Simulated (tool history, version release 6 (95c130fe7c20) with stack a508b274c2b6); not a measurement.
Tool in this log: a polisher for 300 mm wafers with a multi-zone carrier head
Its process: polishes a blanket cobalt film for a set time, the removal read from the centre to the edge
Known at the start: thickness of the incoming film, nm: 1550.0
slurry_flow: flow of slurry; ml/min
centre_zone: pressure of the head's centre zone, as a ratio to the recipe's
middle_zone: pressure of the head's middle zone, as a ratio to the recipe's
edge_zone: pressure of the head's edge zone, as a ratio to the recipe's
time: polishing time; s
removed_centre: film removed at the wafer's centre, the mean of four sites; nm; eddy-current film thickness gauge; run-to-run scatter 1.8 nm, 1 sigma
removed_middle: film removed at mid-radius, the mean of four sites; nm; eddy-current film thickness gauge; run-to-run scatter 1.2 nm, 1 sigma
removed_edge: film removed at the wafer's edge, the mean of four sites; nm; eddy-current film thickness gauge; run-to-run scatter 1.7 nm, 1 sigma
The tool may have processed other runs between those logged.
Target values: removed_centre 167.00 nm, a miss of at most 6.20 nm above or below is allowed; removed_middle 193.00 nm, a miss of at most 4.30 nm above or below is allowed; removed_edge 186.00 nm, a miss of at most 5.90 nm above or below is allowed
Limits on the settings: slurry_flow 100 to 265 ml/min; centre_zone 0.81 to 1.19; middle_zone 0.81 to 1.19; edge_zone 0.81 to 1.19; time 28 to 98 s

run  hour  slurry_flow  centre_zone  middle_zone  edge_zone  time  removed_centre  removed_middle  removed_edge
  1   0.0          170         1.00         1.00       1.00    63          144.03          141.21        143.55
  2   6.5          185         0.99         1.04       1.05    66          152.09          154.49        155.08
  3   7.8          195         0.97         1.07       1.09    68          153.29          162.87        167.14
  4  16.3          210         0.97         1.11       1.10    69          161.15          172.68        171.29
  5  21.9          210         0.97         1.11       1.05    69          161.44          172.08        168.79
  6  26.6          210         0.92         1.11       1.05    69          152.86          173.17        164.07
  7  29.6          220         0.93         1.13       1.08    70          158.15          178.78        170.06
  8  37.7          225         0.93         1.15       1.11    71          162.50          184.03        177.87
  9  44.3          230         0.93         1.16       1.12    71          161.03          184.17        176.64

Next run, 4 choices. One meets every target within its allowed miss, the rest don't. Which?
  A  50.9          215         0.97         1.00       1.19    75               ?               ?             ?
  B  50.9          205         0.96         1.08       1.15    76               ?               ?             ?
  C  50.9          250         0.93         1.19       0.92    72               ?               ?             ?
  D  50.9          155         0.90         1.11       1.02    81               ?               ?             ?

move  removed_centre  removed_middle  removed_edge
   A          176.89          176.51        193.38
   B          176.16          186.89        191.34
   C          166.79          194.34        165.62
   D          166.83          193.16        185.09
A: moves away from the targets compared with the last run
B: nearer than the last run, and not there yet
C: gets the furthest-off result to its target, but another result is out of tolerance
D: all results land within tolerance of their targets
Answer: D

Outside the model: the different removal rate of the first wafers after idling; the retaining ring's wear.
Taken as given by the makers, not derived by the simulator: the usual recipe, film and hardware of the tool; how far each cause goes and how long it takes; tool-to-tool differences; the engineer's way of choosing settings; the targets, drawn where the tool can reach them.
